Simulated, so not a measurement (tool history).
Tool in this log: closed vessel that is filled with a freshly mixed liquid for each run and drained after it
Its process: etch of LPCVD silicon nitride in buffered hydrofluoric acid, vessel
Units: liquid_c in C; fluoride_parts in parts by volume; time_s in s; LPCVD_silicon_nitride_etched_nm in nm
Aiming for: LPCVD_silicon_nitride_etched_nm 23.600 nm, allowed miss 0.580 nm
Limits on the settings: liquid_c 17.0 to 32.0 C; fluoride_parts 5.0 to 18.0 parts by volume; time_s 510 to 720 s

run	hour	liquid_c	fluoride_parts	time_s	LPCVD_silicon_nitride_etched_nm
1	0.0	24.0	11.0	720	10.282
2	2.7	24.0	11.0	720	10.263
3	9.7	25.0	10.5	720	11.347
4	10.7	25.0	9.0	720	12.705
5	18.3	26.0	8.5	720	14.244
6	19.7	26.0	8.5	510	10.061
7	28.6	27.0	8.0	540	12.065
8	32.1	27.5	7.5	565	13.794
9	39.6	28.0	7.0	585	16.052
10	46.4	32.0	6.0	585	22.493
11	49.6	32.0	5.5	585	24.030

Which of these 4 next moves meets every target?
A	52.8	31.0	5.5	625	?
B	52.8	32.0	6.0	655	?
C	52.8	32.0	5.0	555	?
D	52.8	29.5	5.0	595	?

move	LPCVD_silicon_nitride_etched_nm
A	24.491
B	25.115
C	24.819
D	23.363
A: moves away from the targets compared with the last run
B: moves away from the targets compared with the last run
C: moves away from the targets compared with the last run
D: in spec on every target
Go with D: it meets all targets.

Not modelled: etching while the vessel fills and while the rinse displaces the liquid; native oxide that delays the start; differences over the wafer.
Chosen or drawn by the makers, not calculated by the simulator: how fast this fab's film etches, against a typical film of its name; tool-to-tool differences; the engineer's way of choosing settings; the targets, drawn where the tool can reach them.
